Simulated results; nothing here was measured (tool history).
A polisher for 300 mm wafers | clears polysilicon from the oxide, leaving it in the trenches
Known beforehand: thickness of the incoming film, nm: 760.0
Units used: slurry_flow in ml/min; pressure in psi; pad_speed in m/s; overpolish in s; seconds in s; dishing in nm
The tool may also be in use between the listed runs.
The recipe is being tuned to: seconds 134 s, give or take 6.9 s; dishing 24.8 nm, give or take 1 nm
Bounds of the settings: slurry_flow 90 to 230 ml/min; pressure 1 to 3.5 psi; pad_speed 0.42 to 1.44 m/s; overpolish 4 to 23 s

Run 1, hour 0: slurry_flow 150 ml/min, pressure 2.2 psi, pad_speed 0.92 m/s, overpolish 12 s. Result: seconds 67.599 s, dishing 62.047 nm.
Run 2, hour 6.6: slurry_flow 150 ml/min, pressure 2.4 psi, pad_speed 0.92 m/s, overpolish 12 s. Result: seconds 62.007 s, dishing 65.321 nm.
Run 3, hour 7.5: slurry_flow 150 ml/min, pressure 2.4 psi, pad_speed 0.92 m/s, overpolish 15 s. Result: seconds 61.255 s, dishing 66.464 nm.
Run 4, hour 15.9: slurry_flow 135 ml/min, pressure 2.4 psi, pad_speed 0.92 m/s, overpolish 15 s. Result: seconds 63.196 s, dishing 67.072 nm.
Run 5, hour 20.5: slurry_flow 105 ml/min, pressure 2.4 psi, pad_speed 0.92 m/s, overpolish 15 s. Result: seconds 66.148 s, dishing 67.418 nm.
Run 6, hour 21.1: slurry_flow 105 ml/min, pressure 2.4 psi, pad_speed 0.92 m/s, overpolish 18 s. Result: seconds 67.306 s, dishing 69.771 nm.
Run 7, hour 24.9: slurry_flow 120 ml/min, pressure 2.2 psi, pad_speed 0.86 m/s, overpolish 16 s. Result: seconds 74.402 s, dishing 64.227 nm.
Run 8, hour 33.9: slurry_flow 120 ml/min, pressure 2.2 psi, pad_speed 0.86 m/s, overpolish 16 s. Result: seconds 74.659 s, dishing 65.898 nm.
Run 9, hour 41: slurry_flow 140 ml/min, pressure 1.6 psi, pad_speed 0.6 m/s, overpolish 10 s. Result: seconds 132.48 s, dishing 41.143 nm.
Run 10, hour 45.2: slurry_flow 150 ml/min, pressure 1.6 psi, pad_speed 0.58 m/s, overpolish 9 s. Result: seconds 140.43 s, dishing 37.204 nm.
Run 11, hour 48.3: slurry_flow 160 ml/min, pressure 1.6 psi, pad_speed 0.56 m/s, overpolish 8 s. Result: seconds 137.92 s, dishing 34.418 nm.
Run 12, hour 56.2: slurry_flow 200 ml/min, pressure 1.6 psi, pad_speed 0.42 m/s, overpolish 4 s. Result: seconds 170.49 s, dishing 16.583 nm.
Run 13, hour 63: slurry_flow 195 ml/min, pressure 1.7 psi, pad_speed 0.42 m/s, overpolish 4 s. Result: seconds 171.91 s, dishing 16.978 nm.
At hour 71.1: slurry nozzle cleaned.
Run 14, hour 71.1: slurry_flow 165 ml/min, pressure 2.3 psi, pad_speed 0.44 m/s, overpolish 10 s. Result: seconds 120.56 s, dishing 43.604 nm.
Run 15, hour 75.9: slurry_flow 205 ml/min, pressure 1.8 psi, pad_speed 0.52 m/s, overpolish 8 s. Result: seconds 125.64 s, dishing 36.355 nm.
Run 16, hour 76.7: slurry_flow 195 ml/min, pressure 1.9 psi, pad_speed 0.52 m/s, overpolish 8 s. Result: seconds 120.05 s, dishing 38.273 nm.
Run 17, hour 81.5: slurry_flow 230 ml/min, pressure 1.3 psi, pad_speed 0.74 m/s, overpolish 4 s. Result: seconds 115.22 s, dishing 23.086 nm.

Below are 4 possible settings for the next run. Only one of them brings all results inside the allowed miss of their targets. Which is it?
Run A, hour 86.3: slurry_flow 220 ml/min, pressure 1 psi, pad_speed 0.88 m/s, overpolish 4 s. Result: seconds ?, dishing ?.
Run B, hour 86.3: slurry_flow 225 ml/min, pressure 1.5 psi, pad_speed 0.64 m/s, overpolish 4 s. Result: seconds ?, dishing ?.
Run C, hour 86.3: slurry_flow 205 ml/min, pressure 1.3 psi, pad_speed 0.64 m/s, overpolish 5 s. Result: seconds ?, dishing ?.
Run D, hour 86.3: slurry_flow 230 ml/min, pressure 1.2 psi, pad_speed 0.78 m/s, overpolish 4 s. Result: seconds ?, dishing ?.

move  seconds  dishing
   A   119.46   22.326
   B   117.03   22.706
   C   132.63   24.586
   D   115.94   22.881
A: closes in on the targets versus the last run, not all within tolerance yet
B: closes in on the targets versus the last run, not all within tolerance yet
C: meets every target
D: as far off as the last run
C is the move that brings every result within its allowed miss.
